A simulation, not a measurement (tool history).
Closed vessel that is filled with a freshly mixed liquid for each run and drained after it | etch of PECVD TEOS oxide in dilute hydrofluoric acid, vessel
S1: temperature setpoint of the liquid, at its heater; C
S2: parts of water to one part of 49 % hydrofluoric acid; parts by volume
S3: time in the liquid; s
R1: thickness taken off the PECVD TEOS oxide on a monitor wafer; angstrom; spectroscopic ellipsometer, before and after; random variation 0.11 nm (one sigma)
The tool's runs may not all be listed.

run	day	S1	S2	S3	R1
1	0	24	170	120	120.19
2	0.167	25.5	165	120	129.7
3	0.4	28.5	165	120	145.51
4	0.592	29	165	120	146.89
5	0.758	27	165	120	136.8
6	0.996	28	160	120	148.27
7	1.258	29	160	120	153.02
8	1.35	32	150	120	182.72

The next listed run, before its measurement:
9	1.512	31.5	150	120	?

Run 9 gave R1 181.1 angstrom.
